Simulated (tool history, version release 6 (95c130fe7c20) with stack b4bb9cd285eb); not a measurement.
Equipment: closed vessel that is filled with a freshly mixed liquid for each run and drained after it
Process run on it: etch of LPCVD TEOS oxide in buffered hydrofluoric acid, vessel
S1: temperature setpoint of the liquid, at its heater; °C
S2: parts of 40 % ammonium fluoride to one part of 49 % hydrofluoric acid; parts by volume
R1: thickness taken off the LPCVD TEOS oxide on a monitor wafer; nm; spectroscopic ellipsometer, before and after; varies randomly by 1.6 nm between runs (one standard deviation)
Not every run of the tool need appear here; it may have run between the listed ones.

{"run": 1, "hour": 0.0, "S1": 23, "S2": 19, "time in the liquid (s)": 90, "R1": 154.24}
{"run": 2, "hour": 2.8, "S1": 23, "S2": 16, "time in the liquid (s)": 90, "R1": 184.73}
{"run": 3, "hour": 8.9, "S1": 23.5, "S2": 16, "time in the liquid (s)": 90, "R1": 188.41}
{"run": 4, "hour": 9.9, "S1": 21, "S2": 16, "time in the liquid (s)": 90, "R1": 164.99}
{"run": 5, "hour": 14.0, "S1": 21, "S2": 16, "time in the liquid (s)": 90, "R1": 164.53}
{"run": 6, "hour": 19.0, "S1": 23, "S2": 16, "time in the liquid (s)": 90, "R1": 182.28}

For run 7, what comes out?
{"run": 7, "hour": 24.9, "S1": 23.5, "S2": 16, "time in the liquid (s)": 90, "R1": "?"}

{"run 7": {"R1": 188.03}}

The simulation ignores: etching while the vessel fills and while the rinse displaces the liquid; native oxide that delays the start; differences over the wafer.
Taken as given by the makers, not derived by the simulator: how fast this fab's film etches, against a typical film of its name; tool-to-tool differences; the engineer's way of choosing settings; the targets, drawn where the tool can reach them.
